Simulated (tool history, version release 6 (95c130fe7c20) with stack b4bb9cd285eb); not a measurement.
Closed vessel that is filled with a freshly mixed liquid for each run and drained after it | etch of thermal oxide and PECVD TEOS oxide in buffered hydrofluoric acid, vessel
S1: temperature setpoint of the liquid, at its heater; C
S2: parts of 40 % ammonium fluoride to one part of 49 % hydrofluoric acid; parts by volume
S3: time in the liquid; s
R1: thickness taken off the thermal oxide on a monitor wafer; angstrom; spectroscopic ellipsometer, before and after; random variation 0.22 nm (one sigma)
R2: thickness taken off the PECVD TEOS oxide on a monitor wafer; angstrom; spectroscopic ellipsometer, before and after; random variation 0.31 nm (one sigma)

run    day    S1    S2  S3      R1      R2
  1  0.000  23.0  10.0  60  598.35  717.16
  2  0.267  23.0  10.0  70  701.55  832.40
  3  0.346  22.0  10.5  70  631.77  753.50
  4  0.633  22.0  10.5  50  445.16  537.83
  5  0.721  21.5  10.5  50  441.53  525.21
  6  1.025  21.0  10.5  50  428.24  510.05

Run 7 comes next. What will it give?
  7  1.396  20.5  10.5  50   ?   ?

{"run 7": {"R1": 409.07, "R2": 496.06}}
